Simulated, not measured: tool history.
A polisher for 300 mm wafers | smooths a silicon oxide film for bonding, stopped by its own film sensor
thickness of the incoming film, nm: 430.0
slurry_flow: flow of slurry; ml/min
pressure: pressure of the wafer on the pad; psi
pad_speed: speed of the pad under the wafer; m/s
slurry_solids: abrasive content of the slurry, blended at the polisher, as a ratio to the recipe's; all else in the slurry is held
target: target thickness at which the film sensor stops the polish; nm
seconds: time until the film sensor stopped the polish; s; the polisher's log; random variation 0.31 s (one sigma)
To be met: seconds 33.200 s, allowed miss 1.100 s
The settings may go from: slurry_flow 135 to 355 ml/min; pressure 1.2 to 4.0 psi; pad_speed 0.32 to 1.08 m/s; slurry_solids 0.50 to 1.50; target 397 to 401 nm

run	hour	slurry_flow	pressure	pad_speed	slurry_solids	target	seconds
1	0.0	225	2.6	0.70	1.00	397	52.598
2	8.7	225	2.9	0.70	1.00	397	46.658
3	15.6	225	2.9	0.70	0.80	397	51.468
4	18.9	225	2.9	0.82	0.80	397	44.834
5	23.3	175	2.9	0.82	0.80	397	46.575
6	24.9	185	3.1	0.82	0.80	397	43.998
7	32.8	200	3.3	0.82	0.80	397	40.269
8	33.7	220	3.8	0.82	0.80	397	34.409

Which of these 5 next moves meets every target?
A	34.6	225	3.7	0.78	0.80	398	?
B	34.6	210	3.3	0.90	0.80	397	?
C	34.6	215	3.7	0.84	0.70	398	?
D	34.6	175	4.0	0.74	0.75	401	?
E	34.6	215	3.9	0.80	0.55	400	?

move	seconds
A	35.903
B	37.238
C	35.928
D	33.369
E	36.803
A: further off than the last run
B: further off than the last run
C: further off than the last run
D: meets every target
E: further off than the last run
Answer: D
